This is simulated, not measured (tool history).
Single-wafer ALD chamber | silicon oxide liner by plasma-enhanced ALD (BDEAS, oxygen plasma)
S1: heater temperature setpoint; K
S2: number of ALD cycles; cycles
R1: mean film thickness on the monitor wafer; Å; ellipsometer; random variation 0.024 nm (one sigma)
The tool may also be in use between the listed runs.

{"run": 1, "hour": 0.0, "S1": 588.15, "S2": 64, "R1": 55.231}
{"run": 2, "hour": 8.7, "S1": 583.15, "S2": 64, "R1": 56.049}
{"run": 3, "hour": 13.1, "S1": 584.15, "S2": 62, "R1": 54.012}
{"run": 4, "hour": 14.3, "S1": 584.15, "S2": 61, "R1": 52.702}
{"run": 5, "hour": 19.4, "S1": 584.15, "S2": 60, "R1": 52.089}
{"run": 6, "hour": 21.7, "S1": 584.15, "S2": 67, "R1": 58.468}
{"run": 7, "hour": 28.7, "S1": 584.15, "S2": 65, "R1": 56.871}

Run 8 comes next. What will it give?
{"run": 8, "hour": 33.5, "S1": 584.15, "S2": 65, "R1": "?"}

Run 8 gave R1 56.483 Å.
